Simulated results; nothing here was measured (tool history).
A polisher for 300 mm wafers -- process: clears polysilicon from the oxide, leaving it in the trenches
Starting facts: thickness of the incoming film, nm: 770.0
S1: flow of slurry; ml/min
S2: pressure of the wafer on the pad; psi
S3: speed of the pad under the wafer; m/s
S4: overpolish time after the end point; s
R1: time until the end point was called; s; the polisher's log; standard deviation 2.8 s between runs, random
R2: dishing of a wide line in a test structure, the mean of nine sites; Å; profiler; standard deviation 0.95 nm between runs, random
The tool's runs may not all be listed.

| run | hour | S1 | S2 | S3 | S4 | R1 | R2 |
|---|---|---|---|---|---|---|---|
| 1 | 0.0 | 200 | 1.9 | 0.86 | 22 | 81.011 | 711.26 |
| 2 | 8.6 | 200 | 1.7 | 0.80 | 18 | 94.001 | 626.03 |
| 3 | 13.9 | 200 | 1.4 | 0.80 | 18 | 106.140 | 619.75 |
| 4 | 17.1 | 200 | 1.3 | 0.74 | 17 | 122.250 | 569.38 |
| 5 | 18.3 | 200 | 1.3 | 0.74 | 22 | 122.950 | 640.39 |
| 6 | 23.3 | 200 | 1.3 | 0.74 | 26 | 123.430 | 673.21 |
| 7 | 31.3 | 200 | 1.2 | 0.70 | 23 | 134.670 | 622.06 |

What does the tool deliver on the next run?
| 8 | 33.5 | 200 | 1.1 | 0.66 | 21 | ? | ? |

R1: 145.830 s
R2: 599.24 Å
